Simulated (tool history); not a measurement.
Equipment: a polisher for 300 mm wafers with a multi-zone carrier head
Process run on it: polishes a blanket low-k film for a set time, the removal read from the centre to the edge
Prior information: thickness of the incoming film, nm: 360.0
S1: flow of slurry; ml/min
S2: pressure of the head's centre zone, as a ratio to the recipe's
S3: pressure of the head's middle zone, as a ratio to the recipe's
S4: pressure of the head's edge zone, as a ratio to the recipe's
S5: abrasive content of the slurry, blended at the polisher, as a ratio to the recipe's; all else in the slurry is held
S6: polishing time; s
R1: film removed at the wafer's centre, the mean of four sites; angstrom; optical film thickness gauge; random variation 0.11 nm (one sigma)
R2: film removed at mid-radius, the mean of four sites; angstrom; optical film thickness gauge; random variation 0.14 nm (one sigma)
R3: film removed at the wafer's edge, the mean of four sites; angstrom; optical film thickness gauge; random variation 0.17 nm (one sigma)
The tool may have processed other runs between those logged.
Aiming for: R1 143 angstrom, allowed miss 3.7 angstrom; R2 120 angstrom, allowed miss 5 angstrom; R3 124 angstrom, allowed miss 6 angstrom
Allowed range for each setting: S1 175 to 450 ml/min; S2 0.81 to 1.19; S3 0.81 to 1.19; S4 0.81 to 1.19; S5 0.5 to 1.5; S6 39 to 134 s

run  hour   S1    S2    S3    S4    S5  S6      R1      R2      R3
  1     0  290     1     1     1     1  86  170.56  163.88  167.11
  2   2.9  340     1     1     1     1  86  171.01  165.01  172.35
  3   8.5  385     1     1     1     1  86  173.64  173.72  175.66
  4  10.5  385  1.07     1     1     1  86  186.18  169.46  172.11
  5  11.9  360  1.06  0.98  0.96   0.9  86  179.87   159.1  165.32
  6  17.7  335  1.06  0.98  0.94   0.8  84  165.85  151.19  152.02
  7  24.3  315  1.07  0.96  0.92   0.7  83  157.47  140.31  143.99
  8  26.9  305  1.08  0.95   0.9  0.65  82  153.45  136.89  136.55
  9  33.7  300  1.08  0.92  0.88   0.6  82   151.6   128.7  136.67
 10  39.5  300  1.11  0.95  0.84   0.5  78  140.05  118.33   118.1
 11  45.9  300  1.11  0.95  0.85   0.5  78  139.71  119.98  118.36
     54.5  -- worn pad replaced by a new one
 12  54.5  300  1.11  0.94  0.86   0.5  78  158.88  135.35  134.48
 13  56.3  275  1.11  0.93  0.86   0.5  78  157.23  128.79   131.2
 14  62.9  290  1.11  0.93  0.86   0.5  78  160.46  131.62  132.81
 15  64.8  305   1.1  0.93  0.85   0.5  78   156.2  133.81  132.51

Consider the 5 candidate settings below. Which is the only one whose results all fall within their allowed miss of target?
  A  66.7  370  1.06  0.88  0.86   0.5  84   ?   ?   ?
  B  66.7  260  1.08  0.83  0.86  0.55  70   ?   ?   ?
  C  66.7  255  1.02  0.89  0.85  0.55  80   ?   ?   ?
  D  66.7  450  0.92  0.99  0.88   0.5  78   ?   ?   ?
  E  66.7  175   1.1  0.92  0.85   0.6  73   ?   ?   ?

move      R1      R2      R3
   A  165.76  140.48  145.56
   B  138.94  110.63  121.25
   C  149.59  133.52   137.5
   D  135.66  145.88  137.91
   E  141.88  121.26  123.27
A: misses by more than the last run did
B: carries the result that was furthest off beyond its target, to the other side
C: moves toward the targets from the last run without getting all of them in spec
D: carries the result that was furthest off beyond its target, to the other side
E: meets every target
Move E is the one to make.
